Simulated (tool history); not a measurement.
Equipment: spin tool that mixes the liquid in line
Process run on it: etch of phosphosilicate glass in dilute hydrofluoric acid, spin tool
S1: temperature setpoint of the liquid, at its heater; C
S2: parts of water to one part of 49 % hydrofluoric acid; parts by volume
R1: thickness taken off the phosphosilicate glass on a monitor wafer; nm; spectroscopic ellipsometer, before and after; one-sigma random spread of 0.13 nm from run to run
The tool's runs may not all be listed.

Run 1, hour 0.0: S1 25.0 C, S2 250 parts by volume, time under the liquid (s) 15. Result: R1 11.373 nm.
Run 2, hour 3.8: S1 22.0 C, S2 250 parts by volume, time under the liquid (s) 15. Result: R1 10.225 nm.
Run 3, hour 7.2: S1 24.5 C, S2 250 parts by volume, time under the liquid (s) 15. Result: R1 11.202 nm.
Run 4, hour 10.9: S1 27.5 C, S2 185 parts by volume, time under the liquid (s) 15. Result: R1 18.178 nm.
Run 5, hour 15.7: S1 27.5 C, S2 115 parts by volume, time under the liquid (s) 15. Result: R1 31.801 nm.
Run 6, hour 22.4: S1 27.5 C, S2 75 parts by volume, time under the liquid (s) 15. Result: R1 51.668 nm.
Run 7, hour 23.9: S1 27.5 C, S2 85 parts by volume, time under the liquid (s) 15. Result: R1 44.728 nm.

Run 8 is up next; what results do you expect?
Run 8, hour 29.1: S1 27.0 C, S2 90 parts by volume, time under the liquid (s) 15. Result: R1 ?.

Run 8 came out at R1 41.194 nm.
